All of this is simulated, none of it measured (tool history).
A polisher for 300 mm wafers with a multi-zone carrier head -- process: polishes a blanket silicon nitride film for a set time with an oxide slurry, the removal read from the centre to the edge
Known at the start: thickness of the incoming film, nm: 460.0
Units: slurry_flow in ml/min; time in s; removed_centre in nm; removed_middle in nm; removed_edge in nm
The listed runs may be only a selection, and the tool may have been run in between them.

run,hour,slurry_flow,centre_zone,middle_zone,edge_zone,slurry_solids,time,removed_centre,removed_middle,removed_edge
1,0.0,315,1.00,1.00,1.00,1.00,58,39.693,37.483,38.316
2,0.7,315,1.06,1.00,1.00,1.00,58,41.464,38.409,37.995
3,4.5,315,1.06,1.00,1.04,1.00,58,41.182,37.786,38.786
4,6.1,315,0.98,1.00,1.04,1.00,58,38.686,39.002,38.851
5,13.7,315,0.98,1.00,1.11,1.00,58,38.443,38.818,40.208
6,15.7,310,0.97,1.00,1.09,0.95,58,37.441,36.840,38.718
# hour 21.9: edge zone pressure recalibrated
7,21.9,295,0.87,1.10,0.99,0.70,57,27.650,32.426,31.353

Run 8 has not been measured yet. What should we expect?
8,29.5,295,0.88,1.10,0.98,0.70,57,?,?,?

Logged for run 8: removed_centre 28.096 nm, removed_middle 32.289 nm, removed_edge 30.489 nm.
